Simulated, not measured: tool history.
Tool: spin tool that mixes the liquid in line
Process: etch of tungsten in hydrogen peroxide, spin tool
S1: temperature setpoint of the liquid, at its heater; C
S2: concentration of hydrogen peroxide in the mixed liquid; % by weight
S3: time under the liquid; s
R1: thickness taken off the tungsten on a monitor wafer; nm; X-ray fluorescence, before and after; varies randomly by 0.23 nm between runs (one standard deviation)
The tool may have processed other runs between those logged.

run,hour,S1,S2,S3,R1
1,0,51,21,50,76.862
2,5.6,54.5,21,50,94.95
3,9.8,54.5,16.5,50,84.206
4,14.8,54,16.5,50,81.816
5,23.5,54,13,50,72.342
6,26.6,54,13,55,80.004
7,29.5,53.5,13,55,77.419

What will run 8 give?
8,38.4,53.5,13,55,?

For run 8 the tool returned R1 77.334 nm.
